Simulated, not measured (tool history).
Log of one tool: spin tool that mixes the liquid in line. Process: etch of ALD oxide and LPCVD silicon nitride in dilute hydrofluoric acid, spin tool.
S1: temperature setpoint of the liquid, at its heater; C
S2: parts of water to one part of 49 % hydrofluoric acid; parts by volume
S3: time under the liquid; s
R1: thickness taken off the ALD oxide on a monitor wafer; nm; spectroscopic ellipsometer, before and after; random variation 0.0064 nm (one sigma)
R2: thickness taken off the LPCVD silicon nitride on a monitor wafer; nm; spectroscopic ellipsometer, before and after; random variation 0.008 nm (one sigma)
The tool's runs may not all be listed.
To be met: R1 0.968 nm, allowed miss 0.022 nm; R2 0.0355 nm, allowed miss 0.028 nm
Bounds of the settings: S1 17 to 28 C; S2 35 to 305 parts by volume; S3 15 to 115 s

| run | hour | S1 | S2 | S3 | R1 | R2 |
|---|---|---|---|---|---|---|
| 1 | 0 | 20 | 170 | 60 | 4.9176 | 0.20656 |
| 2 | 3.4 | 19.5 | 200 | 50 | 3.3181 | 0.1633 |
| 3 | 9.8 | 19 | 225 | 45 | 2.5363 | 0.08985 |
| 4 | 15 | 18.5 | 245 | 40 | 2.0051 | 0.087146 |
| 5 | 24 | 18.5 | 245 | 15 | 0.7543 | 0.027113 |
| 6 | 29.8 | 20.5 | 245 | 15 | 0.80895 | 0.03643 |
| 7 | 31.6 | 20.5 | 245 | 15 | 0.81552 | 0.042404 |
| 8 | 38.8 | 20.5 | 245 | 15 | 0.80843 | 0.03916 |

Which of these 4 next moves meets every target?
| A | 46 | 23 | 240 | 15 | ? | ? |
| B | 46 | 19.5 | 260 | 20 | ? | ? |
| C | 46 | 17.5 | 280 | 25 | ? | ? |
| D | 46 | 17.5 | 230 | 20 | ? | ? |

| move | R1 | R2 |
|---|---|---|
| A | 0.90491 | 0.043691 |
| B | 0.96203 | 0.043254 |
| C | 1.0182 | 0.044291 |
| D | 1.0384 | 0.04285 |
A: nearer than the last run, and not there yet
B: meets every target
C: takes the result that was furthest off past its target
D: takes the result that was furthest off past its target
Answer: B
